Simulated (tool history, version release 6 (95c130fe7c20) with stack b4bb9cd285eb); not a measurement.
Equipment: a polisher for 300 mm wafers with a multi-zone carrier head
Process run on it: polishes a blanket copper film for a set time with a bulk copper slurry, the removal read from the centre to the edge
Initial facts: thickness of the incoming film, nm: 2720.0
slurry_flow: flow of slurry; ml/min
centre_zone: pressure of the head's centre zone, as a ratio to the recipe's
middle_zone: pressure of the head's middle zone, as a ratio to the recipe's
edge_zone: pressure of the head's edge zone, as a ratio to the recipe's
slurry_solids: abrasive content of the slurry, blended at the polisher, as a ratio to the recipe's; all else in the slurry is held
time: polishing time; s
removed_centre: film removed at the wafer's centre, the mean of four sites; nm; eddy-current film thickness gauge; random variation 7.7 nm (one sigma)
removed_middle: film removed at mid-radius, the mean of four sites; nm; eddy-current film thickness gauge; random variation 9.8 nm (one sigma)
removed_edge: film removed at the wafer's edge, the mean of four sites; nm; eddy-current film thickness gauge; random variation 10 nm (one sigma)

{"run": 1, "hour": 0.0, "slurry_flow": 125, "centre_zone": 1.0, "middle_zone": 1.0, "edge_zone": 1.0, "slurry_solids": 1.0, "time": 83, "removed_centre": 661.94, "removed_middle": 649.94, "removed_edge": 684.59}
{"run": 2, "hour": 1.9, "slurry_flow": 135, "centre_zone": 0.97, "middle_zone": 1.02, "edge_zone": 1.05, "slurry_solids": 1.15, "time": 86, "removed_centre": 719.64, "removed_middle": 747.9, "removed_edge": 738.64}
{"run": 3, "hour": 3.5, "slurry_flow": 130, "centre_zone": 0.92, "middle_zone": 0.99, "edge_zone": 1.08, "slurry_solids": 1.25, "time": 92, "removed_centre": 765.58, "removed_middle": 790.32, "removed_edge": 827.19}
{"run": 4, "hour": 8.4, "slurry_flow": 130, "centre_zone": 0.89, "middle_zone": 1.0, "edge_zone": 1.11, "slurry_solids": 1.3, "time": 94, "removed_centre": 762.61, "removed_middle": 816.25, "removed_edge": 873.38}
{"hour": 10.7, "done": "centre zone pressure recalibrated"}
{"run": 5, "hour": 10.7, "slurry_flow": 140, "centre_zone": 0.87, "middle_zone": 1.01, "edge_zone": 1.13, "slurry_solids": 1.35, "time": 95, "removed_centre": 747.48, "removed_middle": 870.92, "removed_edge": 907.38}
{"run": 6, "hour": 18.3, "slurry_flow": 150, "centre_zone": 0.88, "middle_zone": 1.0, "edge_zone": 1.15, "slurry_solids": 1.4, "time": 95, "removed_centre": 795.45, "removed_middle": 881.88, "removed_edge": 927.41}
{"run": 7, "hour": 24.0, "slurry_flow": 155, "centre_zone": 0.87, "middle_zone": 1.0, "edge_zone": 1.16, "slurry_solids": 1.45, "time": 95, "removed_centre": 795.4, "removed_middle": 902.94, "removed_edge": 961.76}

Expected results for the next run?
{"run": 8, "hour": 30.2, "slurry_flow": 160, "centre_zone": 0.87, "middle_zone": 1.0, "edge_zone": 1.16, "slurry_solids": 1.45, "time": 95, "removed_centre": "?", "removed_middle": "?", "removed_edge": "?"}

removed_centre: 787.58 nm
removed_middle: 893.17 nm
removed_edge: 963.43 nm
